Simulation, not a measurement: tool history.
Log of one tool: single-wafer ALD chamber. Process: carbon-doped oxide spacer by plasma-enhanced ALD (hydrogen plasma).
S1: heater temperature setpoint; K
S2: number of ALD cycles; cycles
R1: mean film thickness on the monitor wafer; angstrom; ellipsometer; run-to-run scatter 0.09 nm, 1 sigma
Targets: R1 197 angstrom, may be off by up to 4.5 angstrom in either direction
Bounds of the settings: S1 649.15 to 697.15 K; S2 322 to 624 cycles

{"run": 1, "hour": 0.0, "S1": 673.15, "S2": 473, "R1": 256.61}
{"run": 2, "hour": 7.0, "S1": 673.15, "S2": 521, "R1": 285.56}
{"run": 3, "hour": 9.4, "S1": 674.15, "S2": 471, "R1": 254.9}
{"run": 4, "hour": 11.3, "S1": 674.15, "S2": 513, "R1": 278.14}
{"run": 5, "hour": 15.5, "S1": 682.15, "S2": 513, "R1": 271.05}
{"run": 6, "hour": 20.3, "S1": 690.15, "S2": 513, "R1": 260.84}
{"run": 7, "hour": 30.0, "S1": 692.15, "S2": 478, "R1": 244.35}
{"run": 8, "hour": 38.1, "S1": 694.15, "S2": 402, "R1": 202.85}

Which single option among these 5 for the next run brings every result within its allowed miss of target? Just one does.
{"run": "A", "hour": 46.2, "S1": 695.15, "S2": 389, "R1": "?"}
{"run": "B", "hour": 46.2, "S1": 694.15, "S2": 372, "R1": "?"}
{"run": "C", "hour": 46.2, "S1": 696.15, "S2": 412, "R1": "?"}
{"run": "D", "hour": 46.2, "S1": 687.15, "S2": 406, "R1": "?"}
{"run": "E", "hour": 46.2, "S1": 687.15, "S2": 413, "R1": "?"}

move=A R1=195.47
move=B R1=187.62
move=C R1=206.26
move=D R1=210.05
move=E R1=213.67
A: meets every target
B: takes the result that was furthest off past its target
C: misses by more than the last run did
D: misses by more than the last run did
E: misses by more than the last run did
Move A is the one to make.
